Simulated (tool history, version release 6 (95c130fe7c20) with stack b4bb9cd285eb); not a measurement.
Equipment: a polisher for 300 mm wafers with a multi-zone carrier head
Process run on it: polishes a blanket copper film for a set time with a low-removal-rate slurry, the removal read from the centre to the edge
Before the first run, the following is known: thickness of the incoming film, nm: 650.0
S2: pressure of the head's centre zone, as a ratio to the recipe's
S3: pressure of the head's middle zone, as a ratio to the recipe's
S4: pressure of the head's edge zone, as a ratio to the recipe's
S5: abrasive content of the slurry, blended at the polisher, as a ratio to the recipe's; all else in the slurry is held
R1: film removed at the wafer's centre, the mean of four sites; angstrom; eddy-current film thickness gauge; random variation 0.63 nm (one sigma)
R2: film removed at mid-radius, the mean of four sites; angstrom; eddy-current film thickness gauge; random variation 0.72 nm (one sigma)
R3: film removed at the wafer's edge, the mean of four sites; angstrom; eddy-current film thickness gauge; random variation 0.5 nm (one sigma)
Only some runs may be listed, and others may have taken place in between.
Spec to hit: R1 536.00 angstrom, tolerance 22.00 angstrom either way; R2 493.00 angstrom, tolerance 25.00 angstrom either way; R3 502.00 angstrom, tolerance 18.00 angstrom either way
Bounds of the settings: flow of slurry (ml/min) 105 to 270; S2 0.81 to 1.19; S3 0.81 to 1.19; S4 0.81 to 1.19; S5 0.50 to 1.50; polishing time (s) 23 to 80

{"run": 1, "hour": 0.0, "flow of slurry (ml/min)": 175, "S2": 1.0, "S3": 1.0, "S4": 1.0, "S5": 1.0, "polishing time (s)": 51, "R1": 932.44, "R2": 921.94, "R3": 919.59}
{"run": 2, "hour": 8.3, "flow of slurry (ml/min)": 175, "S2": 1.0, "S3": 1.0, "S4": 1.0, "S5": 1.0, "polishing time (s)": 46, "R1": 816.35, "R2": 842.31, "R3": 819.3}
{"run": 3, "hour": 11.3, "flow of slurry (ml/min)": 175, "S2": 1.0, "S3": 1.0, "S4": 1.0, "S5": 1.2, "polishing time (s)": 46, "R1": 866.9, "R2": 883.17, "R3": 876.22}
{"run": 4, "hour": 12.8, "flow of slurry (ml/min)": 175, "S2": 1.0, "S3": 0.99, "S4": 0.99, "S5": 1.15, "polishing time (s)": 45, "R1": 853.18, "R2": 847.74, "R3": 854.58}
{"run": 5, "hour": 18.1, "flow of slurry (ml/min)": 150, "S2": 1.0, "S3": 0.99, "S4": 0.99, "S5": 1.15, "polishing time (s)": 45, "R1": 849.98, "R2": 820.29, "R3": 836.83}
{"run": 6, "hour": 23.6, "flow of slurry (ml/min)": 150, "S2": 1.0, "S3": 0.99, "S4": 0.99, "S5": 1.15, "polishing time (s)": 33, "R1": 610.22, "R2": 608.78, "R3": 604.77}
{"run": 7, "hour": 28.1, "flow of slurry (ml/min)": 145, "S2": 1.0, "S3": 0.98, "S4": 0.98, "S5": 1.1, "polishing time (s)": 33, "R1": 595.28, "R2": 579.78, "R3": 597.42}
{"run": 8, "hour": 31.0, "flow of slurry (ml/min)": 145, "S2": 1.0, "S3": 0.98, "S4": 0.98, "S5": 1.1, "polishing time (s)": 33, "R1": 603.84, "R2": 600.6, "R3": 584.29}
{"run": 9, "hour": 35.3, "flow of slurry (ml/min)": 145, "S2": 1.0, "S3": 0.98, "S4": 0.98, "S5": 1.1, "polishing time (s)": 33, "R1": 586.94, "R2": 572.25, "R3": 597.48}
{"run": 10, "hour": 41.2, "flow of slurry (ml/min)": 140, "S2": 1.03, "S3": 0.94, "S4": 0.88, "S5": 0.85, "polishing time (s)": 30, "R1": 510.04, "R2": 465.23, "R3": 468.41}
{"run": 11, "hour": 42.6, "flow of slurry (ml/min)": 145, "S2": 1.03, "S3": 0.94, "S4": 0.89, "S5": 0.85, "polishing time (s)": 30, "R1": 517.59, "R2": 479.77, "R3": 467.96}
{"run": 12, "hour": 50.8, "flow of slurry (ml/min)": 145, "S2": 1.03, "S3": 0.94, "S4": 0.9, "S5": 0.85, "polishing time (s)": 30, "R1": 514.9, "R2": 474.53, "R3": 478.47}
{"hour": 56.0, "done": "worn pad replaced by a new one"}
{"run": 13, "hour": 56.0, "flow of slurry (ml/min)": 155, "S2": 1.04, "S3": 0.94, "S4": 0.92, "S5": 0.85, "polishing time (s)": 30, "R1": 561.81, "R2": 512.28, "R3": 522.03}

Which one of the following 4 next-run settings gets every result inside its allowed miss? There is exactly one.
{"run": "A", "hour": 61.2, "flow of slurry (ml/min)": 170, "S2": 1.06, "S3": 0.97, "S4": 1.0, "S5": 0.75, "polishing time (s)": 29, "R1": "?", "R2": "?", "R3": "?"}
{"run": "B", "hour": 61.2, "flow of slurry (ml/min)": 155, "S2": 1.08, "S3": 1.0, "S4": 0.87, "S5": 0.8, "polishing time (s)": 28, "R1": "?", "R2": "?", "R3": "?"}
{"run": "C", "hour": 61.2, "flow of slurry (ml/min)": 120, "S2": 1.19, "S3": 0.88, "S4": 0.92, "S5": 1.0, "polishing time (s)": 27, "R1": "?", "R2": "?", "R3": "?"}
{"run": "D", "hour": 61.2, "flow of slurry (ml/min)": 150, "S2": 1.06, "S3": 0.81, "S4": 0.97, "S5": 0.95, "polishing time (s)": 27, "R1": "?", "R2": "?", "R3": "?"}

move=A R1=537.57 R2=496.04 R3=506.74
move=B R1=532.32 R2=494.52 R3=463.92
move=C R1=577.46 R2=443.50 R3=478.81
move=D R1=529.90 R2=427.58 R3=497.83
A: each result inside its tolerance
B: brings the last run's worst result on target, with another outside its allowed miss
C: moves away from the targets compared with the last run
D: brings the last run's worst result on target, with another outside its allowed miss
Correct choice: A, which meets every target
